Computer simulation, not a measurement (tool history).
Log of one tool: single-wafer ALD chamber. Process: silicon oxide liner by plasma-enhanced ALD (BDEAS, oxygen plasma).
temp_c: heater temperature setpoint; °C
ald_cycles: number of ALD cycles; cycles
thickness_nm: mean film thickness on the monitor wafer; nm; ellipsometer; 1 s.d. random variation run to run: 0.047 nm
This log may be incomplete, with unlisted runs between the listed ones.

run    day  temp_c  ald_cycles  thickness_nm
  1      0     310          73        7.1423
  2  0.029     310          76        7.5301
  3    0.1     303          76        7.5667
  4  0.275     303          78        7.7266
  5    0.5     314          78        7.7102
  6  0.838     321          78        7.5436
  7  1.162     321          80        7.7465
  8    1.2     321          82        7.9294

Estimate the outcome of run 9 from the log above:
  9  1.521     321          83             ?

thickness_nm: 8.0111 nm
